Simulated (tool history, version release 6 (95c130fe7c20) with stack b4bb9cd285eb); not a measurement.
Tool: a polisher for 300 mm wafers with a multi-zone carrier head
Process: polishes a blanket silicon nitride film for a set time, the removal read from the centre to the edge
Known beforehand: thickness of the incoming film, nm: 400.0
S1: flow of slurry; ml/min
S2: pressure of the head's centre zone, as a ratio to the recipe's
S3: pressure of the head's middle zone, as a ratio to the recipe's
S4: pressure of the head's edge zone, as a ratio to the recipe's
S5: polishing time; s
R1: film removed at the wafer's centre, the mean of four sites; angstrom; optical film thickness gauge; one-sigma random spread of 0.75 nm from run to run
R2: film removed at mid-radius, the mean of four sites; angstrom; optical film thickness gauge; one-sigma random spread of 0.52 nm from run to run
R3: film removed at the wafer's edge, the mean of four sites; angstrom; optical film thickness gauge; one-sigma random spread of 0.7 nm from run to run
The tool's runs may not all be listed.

run,hour,S1,S2,S3,S4,S5,R1,R2,R3
1,0.0,180,1.00,1.00,1.00,33,360.95,359.76,389.08
2,2.3,190,1.03,1.03,1.02,35,411.04,393.82,414.65
3,10.5,195,1.03,1.05,1.04,37,431.81,427.00,445.87
4,16.3,200,1.04,1.07,1.05,38,449.27,454.56,447.57
5,21.1,200,1.10,1.07,1.05,38,463.65,452.56,452.56
6,25.2,225,1.10,1.07,1.05,38,477.19,462.37,463.54

What does the tool deliver on the next run?
# hour 26.2: slurry nozzle cleaned
7,26.2,230,1.11,1.08,1.06,39,?,?,?

For run 7 the tool returned R1 523.72 angstrom, R2 523.15 angstrom, R3 507.01 angstrom.
